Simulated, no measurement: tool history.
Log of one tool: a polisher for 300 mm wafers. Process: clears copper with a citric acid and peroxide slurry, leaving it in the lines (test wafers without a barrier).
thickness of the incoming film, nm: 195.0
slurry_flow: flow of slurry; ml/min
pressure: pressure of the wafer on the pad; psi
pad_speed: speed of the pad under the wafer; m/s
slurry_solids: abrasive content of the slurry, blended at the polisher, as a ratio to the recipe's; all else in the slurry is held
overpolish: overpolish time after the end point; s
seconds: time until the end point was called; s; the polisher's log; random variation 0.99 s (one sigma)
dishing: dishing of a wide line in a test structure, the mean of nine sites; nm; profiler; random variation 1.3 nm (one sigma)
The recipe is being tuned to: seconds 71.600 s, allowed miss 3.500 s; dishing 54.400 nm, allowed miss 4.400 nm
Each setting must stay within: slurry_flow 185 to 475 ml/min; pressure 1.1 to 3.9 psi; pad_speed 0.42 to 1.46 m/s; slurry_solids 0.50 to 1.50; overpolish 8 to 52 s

run	day	slurry_flow	pressure	pad_speed	slurry_solids	overpolish	seconds	dishing
1	0.000	305	2.5	0.94	1.00	26	118.450	27.912
2	0.183	305	1.9	0.94	1.00	26	148.640	22.078
3	0.325	305	1.9	0.94	1.00	17	147.720	15.251
4	0.512	305	1.9	0.94	1.15	17	143.820	15.416
5	0.817	305	2.1	0.94	1.15	19	132.840	19.891
6	1.038	305	2.3	0.94	1.15	20	119.950	21.195
7	1.379	305	2.5	0.94	1.15	22	110.980	24.745
8	1.488	305	2.6	0.94	1.15	23	106.420	25.703
9	1.733	305	2.7	0.94	1.15	25	107.170	29.045
10	1.808	305	2.9	0.94	1.15	26	101.630	31.219
# day 1.921: head pressure recalibrated
11	1.921	305	3.0	0.94	1.15	27	103.930	33.241

Which one of the following 4 next-run settings gets every result inside its allowed miss? There is exactly one.
A	2.033	315	3.6	1.34	1.10	43	?	?
B	2.033	370	3.9	1.20	1.15	46	?	?
C	2.033	345	3.9	1.12	1.00	34	?	?
D	2.033	305	3.4	1.24	1.15	44	?	?

move	seconds	dishing
A	62.234	67.003
B	62.951	69.985
C	70.456	53.139
D	69.927	62.824
A: pushes the last run's worst result past its target
B: pushes the last run's worst result past its target
C: every result lands within tolerance
D: puts the biggest miss on target and leaves a different result outside tolerance
The move that meets every target is C.
